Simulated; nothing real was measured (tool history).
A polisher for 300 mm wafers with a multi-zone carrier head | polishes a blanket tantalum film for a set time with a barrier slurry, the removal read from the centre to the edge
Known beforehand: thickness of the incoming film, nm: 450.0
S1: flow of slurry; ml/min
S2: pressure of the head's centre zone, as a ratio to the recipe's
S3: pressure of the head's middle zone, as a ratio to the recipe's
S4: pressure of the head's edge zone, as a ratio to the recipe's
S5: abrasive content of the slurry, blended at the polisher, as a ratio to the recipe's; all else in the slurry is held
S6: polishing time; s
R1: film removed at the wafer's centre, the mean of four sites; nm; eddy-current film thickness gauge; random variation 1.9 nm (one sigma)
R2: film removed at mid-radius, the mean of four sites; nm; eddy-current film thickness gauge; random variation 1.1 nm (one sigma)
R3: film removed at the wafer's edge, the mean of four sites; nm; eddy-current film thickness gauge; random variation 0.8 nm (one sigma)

{"run": 1, "hour": 0.0, "S1": 125, "S2": 1, "S3": 1, "S4": 1, "S5": 1, "S6": 72, "R1": 150.33, "R2": 153.31, "R3": 150.16}
{"run": 2, "hour": 8.6, "S1": 120, "S2": 1.01, "S3": 1.01, "S4": 0.96, "S5": 0.9, "S6": 72, "R1": 143.51, "R2": 148.18, "R3": 143.13}
{"run": 3, "hour": 11.1, "S1": 120, "S2": 1.01, "S3": 1.01, "S4": 0.96, "S5": 0.7, "S6": 72, "R1": 136, "R2": 134.06, "R3": 130.45}
{"run": 4, "hour": 14.4, "S1": 120, "S2": 0.95, "S3": 1.01, "S4": 0.96, "S5": 0.7, "S6": 72, "R1": 122.87, "R2": 134.51, "R3": 131.67}
{"run": 5, "hour": 15.0, "S1": 115, "S2": 0.97, "S3": 1.02, "S4": 0.93, "S5": 0.65, "S6": 72, "R1": 121, "R2": 130.59, "R3": 124.27}
{"run": 6, "hour": 22.4, "S1": 115, "S2": 0.97, "S3": 1.02, "S4": 0.93, "S5": 0.65, "S6": 88, "R1": 148.94, "R2": 157.84, "R3": 150.19}

Run 7, settings as shown, results not yet in. Your forecast:
{"run": 7, "hour": 28.6, "S1": 110, "S2": 0.99, "S3": 1.03, "S4": 0.91, "S5": 0.6, "S6": 86, "R1": "?", "R2": "?", "R3": "?"}

R1: 141.38 nm
R2: 150.42 nm
R3: 141.1 nm
